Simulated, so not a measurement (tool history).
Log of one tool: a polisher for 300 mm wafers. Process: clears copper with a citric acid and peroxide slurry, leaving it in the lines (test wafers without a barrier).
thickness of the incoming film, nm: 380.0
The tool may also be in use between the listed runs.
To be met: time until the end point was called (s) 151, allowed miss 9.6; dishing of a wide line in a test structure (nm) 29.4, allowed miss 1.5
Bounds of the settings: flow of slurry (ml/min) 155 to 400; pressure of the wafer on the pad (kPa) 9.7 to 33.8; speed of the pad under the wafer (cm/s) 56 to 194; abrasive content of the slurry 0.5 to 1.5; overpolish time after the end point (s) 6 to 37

run	day	flow of slurry (ml/min)	pressure of the wafer on the pad (kPa)	speed of the pad under the wafer (cm/s)	abrasive content of the slurry	overpolish time after the end point (s)	time until the end point was called (s)	dishing of a wide line in a test structure (nm)
1	0	255	21.4	124	1	19	117.43	40.841
2	0.042	255	20.7	124	1	19	121.99	41.376
3	0.133	255	22.8	124	1	19	111.87	43.848
4	0.479	255	27.6	124	1	19	92.782	52.395
5	0.708	255	27.6	100	1	19	116.06	44.193
6	0.929	255	26.2	100	1	18	121.29	40.296
7	0.992	255	25.5	100	1	18	124.56	38.77
8	1.071	255	24.8	100	1	18	124.69	37.844
9	1.188	255	24.1	100	1	18	135.19	36.675
10	1.404	255	23.4	100	1	18	134.22	35.826
11	1.533	255	22.8	100	1	18	137.72	35.411
12	1.862	255	22.8	100	1	18	138.5	34.997
13	1.921	255	22.1	100	1	18	142.13	34.668
14	2.121	255	21.4	100	1	17	149.03	31.993

Which of these 4 next moves meets every target?
A	2.321	295	21.4	94	1.2	16	?	?
B	2.321	355	21.4	100	1.1	18	?	?
C	2.321	270	22.1	100	1	19	?	?
D	2.321	280	31	76	0.75	18	?	?

move	time until the end point was called (s)	dishing of a wide line in a test structure (nm)
A	150.07	29.927
B	142.11	34.905
C	143.71	36.304
D	142.69	35.296
A: meets every target
B: further off than the last run
C: further off than the last run
D: further off than the last run
The right move is A.
